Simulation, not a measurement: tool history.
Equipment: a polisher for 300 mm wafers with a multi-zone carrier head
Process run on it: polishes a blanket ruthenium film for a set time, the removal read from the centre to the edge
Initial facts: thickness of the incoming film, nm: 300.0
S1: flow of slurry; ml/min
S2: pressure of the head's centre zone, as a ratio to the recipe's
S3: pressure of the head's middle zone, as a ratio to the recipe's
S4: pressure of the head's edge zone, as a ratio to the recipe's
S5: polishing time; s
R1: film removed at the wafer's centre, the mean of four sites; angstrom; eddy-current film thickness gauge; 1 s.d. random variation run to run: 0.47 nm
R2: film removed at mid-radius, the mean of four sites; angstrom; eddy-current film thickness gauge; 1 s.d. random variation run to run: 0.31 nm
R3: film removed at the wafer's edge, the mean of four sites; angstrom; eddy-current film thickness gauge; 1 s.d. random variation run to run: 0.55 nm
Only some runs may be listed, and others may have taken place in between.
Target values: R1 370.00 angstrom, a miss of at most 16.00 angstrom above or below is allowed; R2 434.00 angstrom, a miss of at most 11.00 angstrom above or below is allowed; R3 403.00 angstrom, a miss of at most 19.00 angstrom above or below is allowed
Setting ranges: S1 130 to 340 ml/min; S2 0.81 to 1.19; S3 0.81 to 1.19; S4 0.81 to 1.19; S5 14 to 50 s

run	hour	S1	S2	S3	S4	S5	R1	R2	R3
1	0.0	220	1.00	1.00	1.00	32	279.73	279.77	287.96
2	8.1	220	1.00	0.96	1.00	32	282.96	274.29	279.93
3	11.8	220	1.00	1.02	1.00	32	290.44	287.45	281.35
4	12.4	225	0.99	1.04	1.02	33	282.34	298.96	284.16
5	17.0	220	0.98	1.04	1.02	35	302.22	313.44	311.22
6	21.9	220	0.98	0.97	1.02	35	306.33	300.94	319.93
7	29.8	225	0.97	0.99	1.02	36	315.49	315.46	316.82
# hour 34.7: worn pad replaced by a new one
8	34.7	225	0.97	0.99	1.02	36	334.92	336.03	341.79
9	43.7	240	0.95	0.99	1.03	36	321.74	333.52	350.09
10	51.3	250	0.95	1.01	1.02	36	328.66	341.19	347.59

5 candidate next runs follow, results not yet known. Just one meets every target within its allowed miss. Identify it.
A	58.9	210	0.99	1.13	0.96	45	?	?	?
B	58.9	255	0.92	0.93	1.02	46	?	?	?
C	58.9	285	0.84	1.10	1.02	45	?	?	?
D	58.9	220	0.90	1.09	0.98	44	?	?	?
E	58.9	260	0.95	0.98	1.00	46	?	?	?

move	R1	R2	R3
A	408.60	454.75	415.45
B	399.08	415.06	447.08
C	361.60	464.09	440.78
D	365.64	436.22	412.54
E	413.39	431.64	443.35
A: pushes the last run's worst result past its target
B: better than the last run, though not everything is in spec
C: pushes the last run's worst result past its target
D: hits every target within its allowed miss
E: corrects the largest miss of the last run, while another result sits out of spec
Go with D: it meets all targets.
